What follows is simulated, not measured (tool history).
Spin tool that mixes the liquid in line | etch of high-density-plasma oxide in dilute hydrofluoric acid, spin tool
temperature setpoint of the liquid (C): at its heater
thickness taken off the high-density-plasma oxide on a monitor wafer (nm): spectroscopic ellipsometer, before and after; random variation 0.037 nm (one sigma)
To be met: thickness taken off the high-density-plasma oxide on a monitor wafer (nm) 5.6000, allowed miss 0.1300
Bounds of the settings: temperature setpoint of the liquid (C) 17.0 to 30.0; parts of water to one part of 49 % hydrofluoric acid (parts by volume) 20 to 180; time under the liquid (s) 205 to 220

run    day  temperature setpoint of the liquid (C)  parts of water to one part of 49 % hydrofluoric acid (parts by volume)  time under the liquid (s)  thickness taken off the high-density-plasma oxide on a monitor wafer (nm)
  1  0.000                                    22.0                                                                     100                        205                                                                    10.6550
  2  0.217                                    25.0                                                                     100                        205                                                                    12.0120
  3  0.296                                    23.5                                                                     105                        205                                                                    10.6690
  4  0.354                                    23.5                                                                     140                        205                                                                     7.6732
  5  0.462                                    22.5                                                                     140                        205                                                                     7.2874
  6  0.667                                    24.0                                                                     140                        205                                                                     7.8037
  7  0.758                                    23.0                                                                     140                        205                                                                     7.4398
  8  0.812                                    22.0                                                                     140                        205                                                                     7.1984
  9  0.879                                    21.0                                                                     140                        205                                                                     6.9071
 10  1.000                                    20.5                                                                     140                        205                                                                     6.7377
 11  1.112                                    20.0                                                                     140                        205                                                                     6.6473
 12  1.392                                    19.5                                                                     140                        205                                                                     6.4789
 13  1.504                                    19.0                                                                     140                        205                                                                     6.4147
 14  1.871                                    18.5                                                                     140                        205                                                                     6.3047
 15  2.188                                    18.0                                                                     140                        205                                                                     6.2135
 16  2.371                                    17.5                                                                     145                        205                                                                     5.7668

4 next moves are on the table. One of them brings every result within its allowed miss. Which?
  A  2.554                                    19.5                                                                     155                        210                                                                          ?
  B  2.554                                    17.0                                                                     155                        220                                                                          ?
  C  2.554                                    17.0                                                                     140                        205                                                                          ?
  D  2.554                                    17.0                                                                     145                        220                                                                          ?

move  thickness taken off the high-density-plasma oxide on a monitor wafer (nm)
   A                                                                     5.9855
   B                                                                     5.6685
   C                                                                     5.9339
   D                                                                     6.1185
A: further off than the last run
B: meets every target
C: further off than the last run
D: further off than the last run
Move B is the one to make.
